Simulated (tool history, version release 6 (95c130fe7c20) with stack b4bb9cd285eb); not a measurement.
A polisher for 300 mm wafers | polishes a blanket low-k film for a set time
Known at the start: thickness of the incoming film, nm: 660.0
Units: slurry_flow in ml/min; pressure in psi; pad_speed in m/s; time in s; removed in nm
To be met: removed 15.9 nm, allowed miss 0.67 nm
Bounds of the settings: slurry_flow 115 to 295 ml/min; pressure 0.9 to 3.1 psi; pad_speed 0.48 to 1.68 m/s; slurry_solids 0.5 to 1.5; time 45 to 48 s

| run | hour | slurry_flow | pressure | pad_speed | slurry_solids | time | removed |
|---|---|---|---|---|---|---|---|
| 1 | 0 | 190 | 2 | 1.08 | 1 | 45 | 20.028 |
| 2 | 7.4 | 190 | 2 | 1.08 | 1 | 48 | 21.681 |
| 3 | 10.2 | 190 | 2 | 1.08 | 0.8 | 48 | 18.992 |
| 4 | 11.4 | 190 | 1.9 | 1.08 | 0.8 | 48 | 18.534 |
| 5 | 16.2 | 190 | 2.4 | 1.08 | 0.8 | 48 | 21.047 |
| 6 | 17.7 | 190 | 2.4 | 1.08 | 0.8 | 48 | 21.22 |
| 7 | 23 | 190 | 2.3 | 1.06 | 0.8 | 48 | 20.722 |
| 8 | 24 | 190 | 2.2 | 1.06 | 0.8 | 48 | 19.968 |
| 9 | 30.4 | 185 | 1.7 | 1.04 | 0.8 | 48 | 16.579 |

4 next moves are on the table. One of them brings every result within its allowed miss. Which?
| A | 36.8 | 180 | 2 | 1.2 | 0.55 | 45 | ? |
| B | 36.8 | 215 | 1.5 | 0.94 | 0.8 | 46 | ? |
| C | 36.8 | 180 | 1.9 | 1.02 | 0.7 | 48 | ? |
| D | 36.8 | 190 | 1.7 | 1.06 | 0.8 | 48 | ? |

| move | removed |
|---|---|
| A | 14.376 |
| B | 14.354 |
| C | 16.175 |
| D | 17.389 |
A: takes the result that was furthest off past its target
B: takes the result that was furthest off past its target
C: meets every target
D: further off than the last run
Answer: C
